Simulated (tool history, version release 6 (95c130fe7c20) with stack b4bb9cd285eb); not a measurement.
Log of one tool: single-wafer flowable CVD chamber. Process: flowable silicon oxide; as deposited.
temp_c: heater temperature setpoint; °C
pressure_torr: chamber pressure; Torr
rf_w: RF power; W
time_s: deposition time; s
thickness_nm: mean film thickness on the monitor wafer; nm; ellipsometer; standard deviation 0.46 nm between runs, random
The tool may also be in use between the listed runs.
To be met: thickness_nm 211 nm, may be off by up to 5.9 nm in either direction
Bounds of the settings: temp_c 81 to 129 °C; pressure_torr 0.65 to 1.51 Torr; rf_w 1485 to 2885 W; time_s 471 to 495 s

{"run": 1, "hour": 0.0, "temp_c": 105, "pressure_torr": 1.08, "rf_w": 2185, "time_s": 495, "thickness_nm": 365.22}
{"run": 2, "hour": 5.0, "temp_c": 111, "pressure_torr": 1.08, "rf_w": 2185, "time_s": 495, "thickness_nm": 297.14}
{"run": 3, "hour": 12.6, "temp_c": 114, "pressure_torr": 1.08, "rf_w": 2185, "time_s": 495, "thickness_nm": 269.65}
{"run": 4, "hour": 20.8, "temp_c": 116, "pressure_torr": 1.08, "rf_w": 2185, "time_s": 495, "thickness_nm": 254.68}
{"run": 5, "hour": 21.8, "temp_c": 118, "pressure_torr": 1.08, "rf_w": 2185, "time_s": 495, "thickness_nm": 238.33}
{"run": 6, "hour": 27.0, "temp_c": 118, "pressure_torr": 1.08, "rf_w": 2340, "time_s": 495, "thickness_nm": 240.13}
{"run": 7, "hour": 34.9, "temp_c": 119, "pressure_torr": 1.08, "rf_w": 2340, "time_s": 495, "thickness_nm": 232.69}
{"run": 8, "hour": 41.5, "temp_c": 120, "pressure_torr": 1.08, "rf_w": 2340, "time_s": 495, "thickness_nm": 225.66}
{"run": 9, "hour": 43.9, "temp_c": 121, "pressure_torr": 1.08, "rf_w": 2340, "time_s": 495, "thickness_nm": 218.68}

Exercise: of the 4 proposed moves below, exactly one satisfies all targets within the stated allowed misses. Which move is it?
{"run": "A", "hour": 46.3, "temp_c": 123, "pressure_torr": 1.24, "rf_w": 2730, "time_s": 495, "thickness_nm": "?"}
{"run": "B", "hour": 46.3, "temp_c": 124, "pressure_torr": 1.18, "rf_w": 2155, "time_s": 495, "thickness_nm": "?"}
{"run": "C", "hour": 46.3, "temp_c": 115, "pressure_torr": 0.9, "rf_w": 2285, "time_s": 482, "thickness_nm": "?"}
{"run": "D", "hour": 46.3, "temp_c": 118, "pressure_torr": 1.08, "rf_w": 2335, "time_s": 486, "thickness_nm": "?"}

move=A thickness_nm=232.13
move=B thickness_nm=212.67
move=C thickness_nm=225.8
move=D thickness_nm=235.65
A: the biggest miss grows against the last run
B: every result within its allowed miss
C: the biggest miss grows against the last run
D: the biggest miss grows against the last run
Go with B: it meets all targets.

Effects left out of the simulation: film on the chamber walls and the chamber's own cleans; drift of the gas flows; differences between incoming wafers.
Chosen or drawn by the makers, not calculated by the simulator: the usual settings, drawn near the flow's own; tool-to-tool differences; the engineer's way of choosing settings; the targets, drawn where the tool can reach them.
